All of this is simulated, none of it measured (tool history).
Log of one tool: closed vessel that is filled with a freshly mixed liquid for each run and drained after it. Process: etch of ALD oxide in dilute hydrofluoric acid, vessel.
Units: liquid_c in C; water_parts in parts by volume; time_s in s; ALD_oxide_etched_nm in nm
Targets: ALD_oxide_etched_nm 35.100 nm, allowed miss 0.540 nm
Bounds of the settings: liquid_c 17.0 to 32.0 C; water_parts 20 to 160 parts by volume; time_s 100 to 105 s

| run | hour | liquid_c | water_parts | time_s | ALD_oxide_etched_nm |
|---|---|---|---|---|---|
| 1 | 0.0 | 24.0 | 90 | 100 | 18.597 |
| 2 | 7.7 | 26.0 | 85 | 100 | 21.306 |
| 3 | 15.9 | 26.0 | 85 | 105 | 22.363 |
| 4 | 24.5 | 27.5 | 80 | 105 | 25.432 |
| 5 | 29.3 | 27.5 | 110 | 105 | 17.795 |
| 6 | 38.2 | 28.5 | 100 | 105 | 20.696 |
| 7 | 39.8 | 29.5 | 90 | 105 | 23.904 |
| 8 | 48.6 | 30.0 | 85 | 105 | 26.087 |
| 9 | 54.8 | 30.5 | 80 | 105 | 28.524 |
| 10 | 59.8 | 32.0 | 65 | 105 | 38.113 |
| 11 | 65.7 | 31.5 | 65 | 105 | 37.245 |
| 12 | 72.3 | 31.0 | 65 | 105 | 36.655 |
| 13 | 76.4 | 30.5 | 65 | 105 | 36.051 |

4 next moves are on the table. One of them brings every result within its allowed miss. Which?
| A | 80.5 | 29.5 | 60 | 105 | ? |
| B | 80.5 | 31.0 | 65 | 100 | ? |
| C | 80.5 | 31.0 | 65 | 105 | ? |
| D | 80.5 | 30.5 | 65 | 100 | ? |

| move | ALD_oxide_etched_nm |
|---|---|
| A | 37.840 |
| B | 34.988 |
| C | 36.738 |
| D | 34.322 |
A: further off than the last run
B: meets every target
C: further off than the last run
D: takes the result that was furthest off past its target
The right move is B.
